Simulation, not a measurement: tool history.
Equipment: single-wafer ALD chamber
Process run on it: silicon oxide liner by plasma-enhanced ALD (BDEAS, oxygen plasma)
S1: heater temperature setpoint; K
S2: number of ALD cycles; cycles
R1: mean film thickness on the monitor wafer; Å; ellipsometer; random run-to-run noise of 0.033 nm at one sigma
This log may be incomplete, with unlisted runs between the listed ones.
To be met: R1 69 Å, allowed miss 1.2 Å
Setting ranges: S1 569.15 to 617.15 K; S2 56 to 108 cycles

run 1 day=0 | S1=593.15 S2=82 | R1=75.046
run 2 day=0.25 | S1=599.15 S2=82 | R1=74.309
run 3 day=0.408 | S1=599.15 S2=81 | R1=72.772
run 4 day=0.471 | S1=600.15 S2=81 | R1=72.933
run 5 day=0.6 | S1=600.15 S2=89 | R1=79.728
run 6 day=0.733 | S1=601.15 S2=88 | R1=79.158
run 7 day=0.8 | S1=602.15 S2=87 | R1=77.428
run 8 day=1.1 | S1=603.15 S2=86 | R1=77.075
run 9 day=1.192 | S1=603.15 S2=85 | R1=76.044

Below are 4 possible settings for the next run. Only one of them brings all results inside the allowed miss of their targets. Which is it?
run A day=1.283 | S1=601.15 S2=98 | R1=?
run B day=1.283 | S1=607.15 S2=93 | R1=?
run C day=1.283 | S1=610.15 S2=78 | R1=?
run D day=1.283 | S1=605.15 S2=96 | R1=?

move=A R1=88.103
move=B R1=82.778
move=C R1=69.078
move=D R1=85.734
A: misses by more than the last run did
B: misses by more than the last run did
C: meets every target
D: misses by more than the last run did
Go with C: it meets all targets.

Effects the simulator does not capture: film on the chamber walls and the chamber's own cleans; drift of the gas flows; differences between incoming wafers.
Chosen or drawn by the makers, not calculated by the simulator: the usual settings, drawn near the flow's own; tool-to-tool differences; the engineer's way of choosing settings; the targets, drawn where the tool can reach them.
